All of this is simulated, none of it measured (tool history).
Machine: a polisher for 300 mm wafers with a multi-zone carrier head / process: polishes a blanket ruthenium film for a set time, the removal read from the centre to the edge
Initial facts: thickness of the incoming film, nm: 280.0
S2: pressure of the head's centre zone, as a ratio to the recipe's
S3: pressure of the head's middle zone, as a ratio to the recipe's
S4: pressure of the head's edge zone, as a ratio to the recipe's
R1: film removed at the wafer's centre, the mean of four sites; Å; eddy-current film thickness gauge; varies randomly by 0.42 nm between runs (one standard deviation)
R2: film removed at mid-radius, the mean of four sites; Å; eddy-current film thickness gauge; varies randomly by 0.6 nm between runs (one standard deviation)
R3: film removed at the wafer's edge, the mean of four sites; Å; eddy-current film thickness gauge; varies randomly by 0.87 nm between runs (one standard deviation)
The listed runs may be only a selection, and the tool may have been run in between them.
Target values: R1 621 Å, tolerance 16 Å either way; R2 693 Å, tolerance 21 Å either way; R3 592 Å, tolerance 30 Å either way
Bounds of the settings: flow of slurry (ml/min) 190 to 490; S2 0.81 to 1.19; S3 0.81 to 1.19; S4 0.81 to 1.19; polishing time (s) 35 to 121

Run 1, day 0: flow of slurry (ml/min) 315, S2 1, S3 1, S4 1, polishing time (s) 78. Result: R1 890.92 Å, R2 937.83 Å, R3 927.7 Å.
Run 2, day 0.371: flow of slurry (ml/min) 315, S2 1, S3 1.08, S4 1, polishing time (s) 78. Result: R1 907.41 Å, R2 990.83 Å, R3 897.99 Å.
Run 3, day 0.646: flow of slurry (ml/min) 315, S2 1, S3 1.08, S4 1.08, polishing time (s) 78. Result: R1 913.49 Å, R2 997.52 Å, R3 925.07 Å.
Run 4, day 0.725: flow of slurry (ml/min) 320, S2 1, S3 1.09, S4 1.05, polishing time (s) 70. Result: R1 814.06 Å, R2 920 Å, R3 833.95 Å.
Run 5, day 0.838: flow of slurry (ml/min) 320, S2 1, S3 1.04, S4 1.05, polishing time (s) 70. Result: R1 810.34 Å, R2 868.93 Å, R3 827.16 Å.
Run 6, day 1.071: flow of slurry (ml/min) 320, S2 1, S3 1.04, S4 1, polishing time (s) 70. Result: R1 819.71 Å, R2 873.43 Å, R3 801.87 Å.
Run 7, day 1.429: flow of slurry (ml/min) 335, S2 0.98, S3 1.03, S4 0.97, polishing time (s) 65. Result: R1 748.07 Å, R2 816.56 Å, R3 724.8 Å.
Run 8, day 1.679: flow of slurry (ml/min) 360, S2 0.88, S3 0.93, S4 0.87, polishing time (s) 59. Result: R1 641.71 Å, R2 677.16 Å, R3 649.76 Å.
Run 9, day 2.025: flow of slurry (ml/min) 365, S2 0.88, S3 0.95, S4 0.85, polishing time (s) 58. Result: R1 630.34 Å, R2 666.54 Å, R3 634.78 Å.

Which single option among these 5 for the next run brings every result within its allowed miss of target? Just one does.
Run A, day 2.371: flow of slurry (ml/min) 390, S2 0.92, S3 1.05, S4 0.84, polishing time (s) 55. Result: R1 ?, R2 ?, R3 ?.
Run B, day 2.371: flow of slurry (ml/min) 455, S2 0.83, S3 0.98, S4 0.91, polishing time (s) 58. Result: R1 ?, R2 ?, R3 ?.
Run C, day 2.371: flow of slurry (ml/min) 420, S2 0.86, S3 0.85, S4 0.89, polishing time (s) 58. Result: R1 ?, R2 ?, R3 ?.
Run D, day 2.371: flow of slurry (ml/min) 375, S2 0.87, S3 0.89, S4 0.86, polishing time (s) 57. Result: R1 ?, R2 ?, R3 ?.
Run E, day 2.371: flow of slurry (ml/min) 355, S2 1.08, S3 0.97, S4 0.81, polishing time (s) 52. Result: R1 ?, R2 ?, R3 ?.

move      R1      R2      R3
   A  616.85  696.07  595.29
   B  622.48  699.81  656.83
   C     630  618.41  648.67
   D  617.57  626.14  623.39
   E  633.37   610.8  551.45
A: all results land within tolerance of their targets
B: its largest miss is bigger than the last run's
C: its largest miss is bigger than the last run's
D: its largest miss is bigger than the last run's
E: takes the result that was furthest off past its target
The move that meets every target is A.

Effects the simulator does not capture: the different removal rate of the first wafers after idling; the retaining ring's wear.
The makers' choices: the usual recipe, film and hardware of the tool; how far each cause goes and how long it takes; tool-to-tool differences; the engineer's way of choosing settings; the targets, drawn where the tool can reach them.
